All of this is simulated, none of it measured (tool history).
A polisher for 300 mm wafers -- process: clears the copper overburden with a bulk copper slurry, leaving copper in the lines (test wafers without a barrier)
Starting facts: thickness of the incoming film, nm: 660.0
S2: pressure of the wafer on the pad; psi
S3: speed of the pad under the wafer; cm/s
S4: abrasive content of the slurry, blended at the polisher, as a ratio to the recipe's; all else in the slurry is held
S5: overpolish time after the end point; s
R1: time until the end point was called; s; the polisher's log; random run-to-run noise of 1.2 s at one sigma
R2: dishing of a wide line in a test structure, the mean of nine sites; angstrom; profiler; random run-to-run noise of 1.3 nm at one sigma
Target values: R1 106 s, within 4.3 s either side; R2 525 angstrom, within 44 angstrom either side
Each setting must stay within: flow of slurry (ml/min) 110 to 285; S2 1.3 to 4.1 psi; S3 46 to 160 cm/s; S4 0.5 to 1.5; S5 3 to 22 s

{"run": 1, "day": 0.0, "flow of slurry (ml/min)": 180, "S2": 2.7, "S3": 102, "S4": 1, "S5": 11, "R1": 77.32, "R2": 487.3}
{"run": 2, "day": 0.117, "flow of slurry (ml/min)": 180, "S2": 2.7, "S3": 102, "S4": 1, "S5": 9, "R1": 75.545, "R2": 445.75}
{"run": 3, "day": 0.212, "flow of slurry (ml/min)": 180, "S2": 2.6, "S3": 102, "S4": 1, "S5": 10, "R1": 78.127, "R2": 442.98}
{"run": 4, "day": 0.525, "flow of slurry (ml/min)": 180, "S2": 2.6, "S3": 102, "S4": 1, "S5": 6, "R1": 78.992, "R2": 297.66}
{"run": 5, "day": 0.833, "flow of slurry (ml/min)": 180, "S2": 2.5, "S3": 100, "S4": 1, "S5": 7, "R1": 81.207, "R2": 349.22}
{"run": 6, "day": 0.904, "flow of slurry (ml/min)": 180, "S2": 2.4, "S3": 100, "S4": 1, "S5": 8, "R1": 83.043, "R2": 364.29}
{"run": 7, "day": 1.167, "flow of slurry (ml/min)": 180, "S2": 2.3, "S3": 100, "S4": 1, "S5": 9, "R1": 87.277, "R2": 390.04}
{"run": 8, "day": 1.362, "flow of slurry (ml/min)": 180, "S2": 2.2, "S3": 100, "S4": 1, "S5": 10, "R1": 88.679, "R2": 396.35}

Below are 4 possible settings for the next run. Only one of them brings all results inside the allowed miss of their targets. Which is it?
{"run": "A", "day": 1.558, "flow of slurry (ml/min)": 195, "S2": 1.9, "S3": 92, "S4": 0.9, "S5": 17, "R1": "?", "R2": "?"}
{"run": "B", "day": 1.558, "flow of slurry (ml/min)": 210, "S2": 2.1, "S3": 134, "S4": 0.9, "S5": 13, "R1": "?", "R2": "?"}
{"run": "C", "day": 1.558, "flow of slurry (ml/min)": 225, "S2": 2.6, "S3": 98, "S4": 1.3, "S5": 12, "R1": "?", "R2": "?"}
{"run": "D", "day": 1.558, "flow of slurry (ml/min)": 155, "S2": 2, "S3": 82, "S4": 0.95, "S5": 9, "R1": "?", "R2": "?"}

move=A R1=105.96 R2=527.27
move=B R1=74.103 R2=560.18
move=C R1=71.52 R2=552.93
move=D R1=113.36 R2=320.13
A: hits every target within its allowed miss
B: further off than the last run
C: further off than the last run
D: takes the biggest miss from the last run beyond its target
A meets every target.

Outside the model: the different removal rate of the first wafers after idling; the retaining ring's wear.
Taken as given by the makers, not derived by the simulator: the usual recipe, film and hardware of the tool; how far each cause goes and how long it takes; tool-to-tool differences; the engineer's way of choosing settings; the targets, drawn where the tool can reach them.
